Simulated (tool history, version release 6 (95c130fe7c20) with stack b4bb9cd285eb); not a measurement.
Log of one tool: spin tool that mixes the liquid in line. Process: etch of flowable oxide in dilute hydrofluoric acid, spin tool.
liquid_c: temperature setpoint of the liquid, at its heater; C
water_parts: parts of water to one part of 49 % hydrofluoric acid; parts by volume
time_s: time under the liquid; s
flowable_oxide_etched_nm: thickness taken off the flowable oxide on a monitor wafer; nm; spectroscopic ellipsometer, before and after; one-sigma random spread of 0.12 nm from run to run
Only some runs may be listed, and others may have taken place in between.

Run 1, hour 0: liquid_c 22 C, water_parts 180 parts by volume, time_s 40 s. Result: flowable_oxide_etched_nm 7.2906 nm.
Run 2, hour 7.7: liquid_c 24 C, water_parts 180 parts by volume, time_s 40 s. Result: flowable_oxide_etched_nm 8.0209 nm.
Run 3, hour 14.4: liquid_c 21.5 C, water_parts 180 parts by volume, time_s 40 s. Result: flowable_oxide_etched_nm 7.2852 nm.
Run 4, hour 21.8: liquid_c 21.5 C, water_parts 180 parts by volume, time_s 40 s. Result: flowable_oxide_etched_nm 7.155 nm.
Run 5, hour 29.6: liquid_c 23.5 C, water_parts 165 parts by volume, time_s 40 s. Result: flowable_oxide_etched_nm 8.8044 nm.
Run 6, hour 36.6: liquid_c 25 C, water_parts 155 parts by volume, time_s 40 s. Result: flowable_oxide_etched_nm 9.9397 nm.

Run 7 is up next; what results do you expect?
Run 7, hour 38.1: liquid_c 26.5 C, water_parts 145 parts by volume, time_s 40 s. Result: flowable_oxide_etched_nm ?.

flowable_oxide_etched_nm: 11.373 nm
